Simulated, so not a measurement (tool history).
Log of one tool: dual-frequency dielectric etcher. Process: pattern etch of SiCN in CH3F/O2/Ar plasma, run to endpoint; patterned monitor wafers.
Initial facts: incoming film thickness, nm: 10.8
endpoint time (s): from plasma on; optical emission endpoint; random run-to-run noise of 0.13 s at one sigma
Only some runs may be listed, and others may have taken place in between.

run,day,source power (W),bias power (W),endpoint time (s)
1,0.000,500,75,25.348
2,0.238,550,79,23.543
3,0.267,510,79,24.229
4,0.488,550,81,23.168
# day 0.692: source power generator calibrated
5,0.692,510,81,24.719
6,1.025,550,82,23.759

Predict the results of run 7:
7,1.304,650,90,?

{"run 7": {"endpoint time (s)": 21.358}}

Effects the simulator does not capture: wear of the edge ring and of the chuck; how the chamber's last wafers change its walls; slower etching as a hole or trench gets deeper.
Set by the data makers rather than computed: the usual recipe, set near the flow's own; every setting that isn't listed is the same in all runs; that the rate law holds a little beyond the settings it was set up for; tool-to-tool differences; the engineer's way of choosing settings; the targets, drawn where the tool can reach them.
